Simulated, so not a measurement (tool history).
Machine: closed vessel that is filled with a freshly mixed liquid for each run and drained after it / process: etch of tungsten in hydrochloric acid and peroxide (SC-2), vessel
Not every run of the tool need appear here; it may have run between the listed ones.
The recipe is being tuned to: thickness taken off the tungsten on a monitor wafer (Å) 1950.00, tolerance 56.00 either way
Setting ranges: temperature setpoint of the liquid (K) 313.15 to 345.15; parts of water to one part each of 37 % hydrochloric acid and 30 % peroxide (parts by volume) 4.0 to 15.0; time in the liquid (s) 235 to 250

run,hour,temperature setpoint of the liquid (K),parts of water to one part each of 37 % hydrochloric acid and 30 % peroxide (parts by volume),time in the liquid (s),thickness taken off the tungsten on a monitor wafer (Å)
1,0.0,329.15,8.5,235,744.46
2,6.9,331.65,8.5,235,879.26
3,14.5,331.65,7.0,235,1019.60
4,16.0,333.15,7.0,235,1129.80
5,23.7,334.65,7.0,235,1223.60
6,30.0,335.65,7.0,235,1308.60
7,38.2,335.65,7.0,235,1314.70
8,41.5,336.65,7.0,235,1401.20
9,45.8,342.65,7.0,235,2026.60

5 candidate next runs follow, results not yet known. Just one meets every target within its allowed miss. Identify it.
A,50.1,343.65,8.0,240,?
B,50.1,345.15,8.5,245,?
C,50.1,341.15,6.0,240,?
D,50.1,341.65,6.0,235,?
E,50.1,339.65,5.5,240,?

move,thickness taken off the tungsten on a monitor wafer (Å)
A,1957.50
B,2078.30
C,2109.20
D,2127.90
E,2055.90
A: every result within its allowed miss
B: its largest miss is bigger than the last run's
C: its largest miss is bigger than the last run's
D: its largest miss is bigger than the last run's
E: its largest miss is bigger than the last run's
So the answer is move A, the one that meets all the targets.

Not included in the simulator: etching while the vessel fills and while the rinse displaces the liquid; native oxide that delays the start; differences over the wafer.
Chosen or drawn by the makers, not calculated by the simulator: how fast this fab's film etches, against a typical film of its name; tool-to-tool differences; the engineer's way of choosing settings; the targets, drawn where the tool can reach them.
